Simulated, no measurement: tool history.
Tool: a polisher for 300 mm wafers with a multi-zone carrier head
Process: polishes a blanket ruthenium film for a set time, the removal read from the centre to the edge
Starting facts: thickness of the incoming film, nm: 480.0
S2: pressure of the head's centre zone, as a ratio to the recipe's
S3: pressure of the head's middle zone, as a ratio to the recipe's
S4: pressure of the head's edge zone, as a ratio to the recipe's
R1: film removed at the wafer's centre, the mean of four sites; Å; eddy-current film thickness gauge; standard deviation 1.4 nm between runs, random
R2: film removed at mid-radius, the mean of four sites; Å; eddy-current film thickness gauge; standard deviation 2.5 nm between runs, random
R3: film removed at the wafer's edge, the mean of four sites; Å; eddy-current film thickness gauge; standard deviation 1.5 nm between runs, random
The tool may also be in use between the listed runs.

run 1 hour=0 | flow_of_slurry_(ml/min)=160 S2=1 S3=1 S4=1 polishing_time_(s)=85 | R1=1401.7 R2=1397.2 R3=1414.8
run 2 hour=7.7 | flow_of_slurry_(ml/min)=160 S2=1 S3=0.94 S4=1 polishing_time_(s)=85 | R1=1410.6 R2=1346.9 R3=1420.7
run 3 hour=12.3 | flow_of_slurry_(ml/min)=165 S2=1.01 S3=0.95 S4=1.01 polishing_time_(s)=86 | R1=1458.3 R2=1374.1 R3=1458.8
run 4 hour=16.5 | flow_of_slurry_(ml/min)=170 S2=1.02 S3=0.96 S4=1.02 polishing_time_(s)=87 | R1=1511 R2=1391.6 R3=1485.9
run 5 hour=18.7 | flow_of_slurry_(ml/min)=175 S2=1.02 S3=0.97 S4=1.03 polishing_time_(s)=88 | R1=1510.2 R2=1452.8 R3=1513
run 6 hour=26.2 | flow_of_slurry_(ml/min)=180 S2=1.03 S3=0.97 S4=1.04 polishing_time_(s)=89 | R1=1556.1 R2=1472.6 R3=1559.9
run 7 hour=32.8 | flow_of_slurry_(ml/min)=185 S2=1.04 S3=0.98 S4=1.05 polishing_time_(s)=90 | R1=1609 R2=1490.6 R3=1571.1
run 8 hour=34.2 | flow_of_slurry_(ml/min)=190 S2=1.04 S3=0.99 S4=1.06 polishing_time_(s)=91 | R1=1629.6 R2=1561.8 R3=1587.2

Run 9, settings as shown, results not yet in. Your forecast:
run 9 hour=35.5 | flow_of_slurry_(ml/min)=190 S2=1.04 S3=0.99 S4=1.07 polishing_time_(s)=92 | R1=? R2=? R3=?

R1: 1639.7 Å
R2: 1573.3 Å
R3: 1634 Å
